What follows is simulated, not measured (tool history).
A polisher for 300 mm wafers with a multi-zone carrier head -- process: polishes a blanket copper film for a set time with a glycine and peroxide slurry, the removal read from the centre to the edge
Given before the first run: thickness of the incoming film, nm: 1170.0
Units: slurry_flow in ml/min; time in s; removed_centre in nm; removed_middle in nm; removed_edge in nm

run,hour,slurry_flow,centre_zone,middle_zone,edge_zone,time,removed_centre,removed_middle,removed_edge
1,0.0,130,1.00,1.00,1.00,77,300.22,297.79,304.28
2,0.7,125,1.00,0.98,0.99,75,282.55,285.69,283.93
3,3.3,125,1.00,0.96,1.00,74,282.06,281.73,277.06
4,4.2,110,1.00,0.96,1.00,74,273.99,268.06,282.44
5,8.7,110,1.00,1.03,1.00,74,279.20,285.94,284.98
6,12.0,110,1.00,1.03,1.04,74,281.29,281.34,291.28
7,14.0,110,1.00,1.01,1.04,73,273.70,277.01,279.81
8,22.7,105,1.00,0.99,1.05,72,262.12,262.76,277.96
9,23.4,105,1.01,0.97,1.05,71,266.39,256.28,267.25
10,26.9,105,1.01,0.96,1.05,70,254.28,256.37,271.82
11,34.8,105,1.02,0.95,1.05,69,261.38,247.48,262.89
12,36.4,105,1.02,0.94,1.05,68,250.45,237.19,261.51
13,40.4,105,1.02,0.94,1.05,68,258.07,235.81,257.77

Expected results for the next run?
14,48.8,105,1.02,0.93,1.05,68,?,?,?

{"run 14": {"removed_centre": 259.81, "removed_middle": 231.85, "removed_edge": 257.34}}
